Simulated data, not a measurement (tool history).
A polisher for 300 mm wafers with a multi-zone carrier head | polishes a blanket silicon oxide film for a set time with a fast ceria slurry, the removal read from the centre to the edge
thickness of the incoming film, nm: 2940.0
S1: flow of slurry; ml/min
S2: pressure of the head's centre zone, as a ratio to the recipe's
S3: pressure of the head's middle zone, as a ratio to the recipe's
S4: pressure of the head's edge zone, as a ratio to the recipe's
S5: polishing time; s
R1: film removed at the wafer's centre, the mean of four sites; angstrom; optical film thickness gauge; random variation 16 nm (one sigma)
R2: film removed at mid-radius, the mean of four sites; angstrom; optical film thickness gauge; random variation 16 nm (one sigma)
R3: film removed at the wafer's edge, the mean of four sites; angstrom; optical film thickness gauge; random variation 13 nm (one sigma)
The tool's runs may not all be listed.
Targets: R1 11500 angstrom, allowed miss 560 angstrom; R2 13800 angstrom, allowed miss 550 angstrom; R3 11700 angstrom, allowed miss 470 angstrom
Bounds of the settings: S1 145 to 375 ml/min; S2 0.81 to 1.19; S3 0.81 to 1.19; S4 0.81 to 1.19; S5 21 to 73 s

{"run": 1, "hour": 0.0, "S1": 240, "S2": 1, "S3": 1, "S4": 1, "S5": 47, "R1": 9820.1, "R2": 9782.1, "R3": 9732.1}
{"run": 2, "hour": 0.6, "S1": 245, "S2": 1, "S3": 1.04, "S4": 1.01, "S5": 48, "R1": 10017, "R2": 10306, "R3": 9957.6}
{"run": 3, "hour": 9.1, "S1": 245, "S2": 1.08, "S3": 1.04, "S4": 1.01, "S5": 48, "R1": 11167, "R2": 10173, "R3": 9879.7}
{"run": 4, "hour": 11.9, "S1": 280, "S2": 1.08, "S3": 1.04, "S4": 1.01, "S5": 48, "R1": 11267, "R2": 10531, "R3": 10025}
{"run": 5, "hour": 15.4, "S1": 280, "S2": 1.08, "S3": 1.04, "S4": 1.01, "S5": 43, "R1": 10084, "R2": 9277.1, "R3": 9019.9}
{"run": 6, "hour": 17.4, "S1": 280, "S2": 1.04, "S3": 1.04, "S4": 1.01, "S5": 43, "R1": 9606.3, "R2": 9288.5, "R3": 8902.7}
{"run": 7, "hour": 25.3, "S1": 285, "S2": 1.03, "S3": 1.07, "S4": 1.02, "S5": 45, "R1": 9939.5, "R2": 10064, "R3": 9306.7}
{"run": 8, "hour": 33.7, "S1": 305, "S2": 0.97, "S3": 1.17, "S4": 1.12, "S5": 56, "R1": 11664, "R2": 13451, "R3": 12282}
{"run": 9, "hour": 39.0, "S1": 305, "S2": 0.97, "S3": 1.17, "S4": 1.1, "S5": 56, "R1": 11585, "R2": 13647, "R3": 12231}

Which of these 5 next moves meets every target?
{"run": "A", "hour": 44.3, "S1": 255, "S2": 1, "S3": 1.15, "S4": 1.19, "S5": 58, "R1": "?", "R2": "?", "R3": "?"}
{"run": "B", "hour": 44.3, "S1": 290, "S2": 0.85, "S3": 1.19, "S4": 0.84, "S5": 56, "R1": "?", "R2": "?", "R3": "?"}
{"run": "C", "hour": 44.3, "S1": 295, "S2": 1.1, "S3": 1.13, "S4": 1.19, "S5": 55, "R1": "?", "R2": "?", "R3": "?"}
{"run": "D", "hour": 44.3, "S1": 350, "S2": 0.96, "S3": 1.19, "S4": 1.04, "S5": 55, "R1": "?", "R2": "?", "R3": "?"}
{"run": "E", "hour": 44.3, "S1": 280, "S2": 0.92, "S3": 1.15, "S4": 1.12, "S5": 58, "R1": "?", "R2": "?", "R3": "?"}

move=A R1=12320 R2=13759 R3=12945
move=B R1=10208 R2=13832 R3=10633
move=C R1=13014 R2=12985 R3=12380
move=D R1=11503 R2=13755 R3=11658
move=E R1=11416 R2=13863 R3=12612
A: further off than the last run
B: takes the result that was furthest off past its target
C: further off than the last run
D: meets every target
E: further off than the last run
Answer: D
